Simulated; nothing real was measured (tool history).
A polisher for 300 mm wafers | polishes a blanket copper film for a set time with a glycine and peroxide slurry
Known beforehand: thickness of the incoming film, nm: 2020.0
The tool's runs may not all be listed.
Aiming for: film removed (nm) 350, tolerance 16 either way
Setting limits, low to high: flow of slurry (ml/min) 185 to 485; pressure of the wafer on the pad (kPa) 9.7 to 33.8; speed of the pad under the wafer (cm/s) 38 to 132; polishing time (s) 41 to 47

| run | hour | flow of slurry (ml/min) | pressure of the wafer on the pad (kPa) | speed of the pad under the wafer (cm/s) | polishing time (s) | film removed (nm) |
|---|---|---|---|---|---|---|
| 1 | 0 | 310 | 21.4 | 84 | 47 | 288.5 |
| 2 | 4.7 | 310 | 21.4 | 66 | 47 | 241.56 |
| 3 | 9.5 | 385 | 21.4 | 66 | 47 | 246.23 |
| 4 | 18.4 | 385 | 19.3 | 66 | 47 | 227.61 |
| 5 | 19.4 | 310 | 19.3 | 66 | 47 | 224.32 |
| 6 | 25.8 | 310 | 19.3 | 66 | 41 | 193.57 |
| 7 | 30.5 | 310 | 25.5 | 74 | 41 | 262.55 |
| 8 | 37.2 | 310 | 27.6 | 76 | 41 | 288.06 |
| 9 | 42.8 | 310 | 29 | 76 | 41 | 298.67 |
| 10 | 50.1 | 310 | 30.3 | 76 | 41 | 314.79 |
| 11 | 58.9 | 310 | 31 | 76 | 41 | 311.22 |
| 12 | 66 | 310 | 31.7 | 76 | 41 | 320.29 |

Below are 5 possible settings for the next run. Only one of them brings all results inside the allowed miss of their targets. Which is it?
| A | 73.1 | 260 | 29 | 64 | 47 | ? |
| B | 73.1 | 300 | 30.3 | 68 | 41 | ? |
| C | 73.1 | 385 | 33.8 | 60 | 41 | ? |
| D | 73.1 | 325 | 31 | 60 | 41 | ? |
| E | 73.1 | 300 | 30.3 | 78 | 46 | ? |

| move | film removed (nm) |
|---|---|
| A | 298.91 |
| B | 284.65 |
| C | 294.01 |
| D | 270.54 |
| E | 348.44 |
A: lands further from the targets than the last run did
B: lands further from the targets than the last run did
C: lands further from the targets than the last run did
D: lands further from the targets than the last run did
E: every result lands within tolerance
The move that meets every target is E.

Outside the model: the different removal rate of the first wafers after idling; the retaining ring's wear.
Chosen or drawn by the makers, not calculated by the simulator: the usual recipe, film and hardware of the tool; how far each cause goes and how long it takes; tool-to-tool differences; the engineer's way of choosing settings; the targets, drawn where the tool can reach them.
